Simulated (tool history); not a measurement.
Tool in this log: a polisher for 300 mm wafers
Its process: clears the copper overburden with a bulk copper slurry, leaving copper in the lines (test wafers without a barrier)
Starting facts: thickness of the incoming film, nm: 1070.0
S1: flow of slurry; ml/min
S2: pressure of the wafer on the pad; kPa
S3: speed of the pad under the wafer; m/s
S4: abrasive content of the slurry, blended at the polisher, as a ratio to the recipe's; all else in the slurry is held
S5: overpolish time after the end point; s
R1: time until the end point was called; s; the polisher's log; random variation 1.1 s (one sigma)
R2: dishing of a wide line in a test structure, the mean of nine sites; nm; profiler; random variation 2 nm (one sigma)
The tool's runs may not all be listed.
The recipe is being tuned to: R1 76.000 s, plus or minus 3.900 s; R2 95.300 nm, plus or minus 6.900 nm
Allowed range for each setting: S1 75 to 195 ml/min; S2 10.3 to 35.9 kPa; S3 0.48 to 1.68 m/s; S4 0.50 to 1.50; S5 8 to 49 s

{"run": 1, "day": 0.0, "S1": 125, "S2": 22.8, "S3": 1.08, "S4": 1.0, "S5": 25, "R1": 103.8, "R2": 83.668}
{"run": 2, "day": 0.088, "S1": 125, "S2": 22.8, "S3": 1.08, "S4": 1.1, "S5": 25, "R1": 99.399, "R2": 83.2}
{"run": 3, "day": 0.438, "S1": 125, "S2": 24.1, "S3": 1.08, "S4": 1.1, "S5": 25, "R1": 93.677, "R2": 87.347}
{"run": 4, "day": 0.646, "S1": 110, "S2": 24.1, "S3": 1.08, "S4": 1.1, "S5": 25, "R1": 99.052, "R2": 90.915}
{"run": 5, "day": 0.692, "S1": 110, "S2": 24.1, "S3": 1.08, "S4": 1.2, "S5": 25, "R1": 95.74, "R2": 89.357}
{"run": 6, "day": 0.754, "S1": 110, "S2": 24.1, "S3": 0.98, "S4": 1.2, "S5": 25, "R1": 104.5, "R2": 88.211}
{"run": 7, "day": 0.9, "S1": 120, "S2": 25.5, "S3": 0.98, "S4": 1.2, "S5": 25, "R1": 96.833, "R2": 89.255}
{"run": 8, "day": 1.0, "S1": 125, "S2": 26.2, "S3": 0.98, "S4": 1.2, "S5": 25, "R1": 98.875, "R2": 91.913}
{"run": 9, "day": 1.117, "S1": 125, "S2": 27.6, "S3": 1.0, "S4": 1.2, "S5": 22, "R1": 90.734, "R2": 93.749}
{"run": 10, "day": 1.275, "S1": 130, "S2": 28.3, "S3": 1.02, "S4": 1.2, "S5": 20, "R1": 87.823, "R2": 89.627}

Exactly one of the 4 candidate moves below puts every result within its allowed miss. Which one?
{"run": "A", "day": 1.433, "S1": 120, "S2": 35.9, "S3": 0.96, "S4": 1.25, "S5": 20, "R1": "?", "R2": "?"}
{"run": "B", "day": 1.433, "S1": 125, "S2": 28.3, "S3": 1.36, "S4": 1.25, "S5": 20, "R1": "?", "R2": "?"}
{"run": "C", "day": 1.433, "S1": 115, "S2": 33.1, "S3": 1.24, "S4": 1.15, "S5": 18, "R1": "?", "R2": "?"}
{"run": "D", "day": 1.433, "S1": 105, "S2": 34.5, "S3": 1.2, "S4": 1.05, "S5": 20, "R1": "?", "R2": "?"}

move=A R1=74.613 R2=95.947
move=B R1=64.039 R2=95.933
move=C R1=64.030 R2=96.050
move=D R1=66.624 R2=98.205
A: every result within its allowed miss
B: takes the result that was furthest off past its target
C: takes the result that was furthest off past its target
D: takes the result that was furthest off past its target
Go with A: it meets all targets.

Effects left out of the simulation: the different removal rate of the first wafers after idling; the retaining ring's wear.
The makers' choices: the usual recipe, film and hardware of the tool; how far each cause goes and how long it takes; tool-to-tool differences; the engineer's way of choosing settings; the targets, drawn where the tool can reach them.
